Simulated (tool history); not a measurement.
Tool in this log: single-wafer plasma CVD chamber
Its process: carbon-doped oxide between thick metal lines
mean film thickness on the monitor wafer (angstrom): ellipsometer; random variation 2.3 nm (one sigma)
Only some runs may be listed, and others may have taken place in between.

run	day	heater temperature setpoint (deg C)	chamber pressure (Pa)	RF power (W)	deposition time (s)	mean film thickness on the monitor wafer (angstrom)
1	0.000	350	567	605	102.0	5724.2
2	0.125	350	567	530	102.0	5270.7
3	0.438	348	593	545	102.1	5453.5
4	0.675	348	593	545	105.2	5592.3
5	0.700	358	593	545	105.2	5419.4
6	1.071	352	593	545	105.2	5510.1
7	1.408	349	611	555	105.2	5661.9

Forecast run 8:
8	1.621	347	627	565	105.2	?

{"run 8": {"mean film thickness on the monitor wafer (angstrom)": 5758.5}}

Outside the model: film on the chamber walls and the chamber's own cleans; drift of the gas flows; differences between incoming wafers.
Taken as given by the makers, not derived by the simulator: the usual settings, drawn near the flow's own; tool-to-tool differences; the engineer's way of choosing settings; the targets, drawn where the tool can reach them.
